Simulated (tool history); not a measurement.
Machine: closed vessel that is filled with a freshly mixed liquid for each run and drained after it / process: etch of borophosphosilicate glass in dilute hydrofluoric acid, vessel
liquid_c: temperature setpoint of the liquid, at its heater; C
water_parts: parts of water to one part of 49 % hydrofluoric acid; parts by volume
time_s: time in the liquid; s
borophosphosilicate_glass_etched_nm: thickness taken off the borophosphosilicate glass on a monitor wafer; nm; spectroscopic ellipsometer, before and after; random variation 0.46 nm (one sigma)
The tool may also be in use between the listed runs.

run    day  liquid_c  water_parts  time_s  borophosphosilicate_glass_etched_nm
  1  0.000      21.0          300     565                               83.199
  2  0.333      20.5          315     565                               75.909
  3  0.696      24.0          315     565                               85.955
  4  0.958      21.0          315     565                               78.152
  5  1.075      22.0          315     565                               81.520
  6  1.450      24.5          315     565                               89.087
  7  1.629      23.5          330     565                               79.972
  8  1.788      22.5          340     565                               74.911
  9  1.983      21.5          350     565                               69.577
 10  2.346      21.0          360     565                               66.071

Run 11 comes next. What will it give?
 11  2.400      20.5          365     565                                    ?

{"run 11": {"borophosphosilicate_glass_etched_nm": 62.795}}
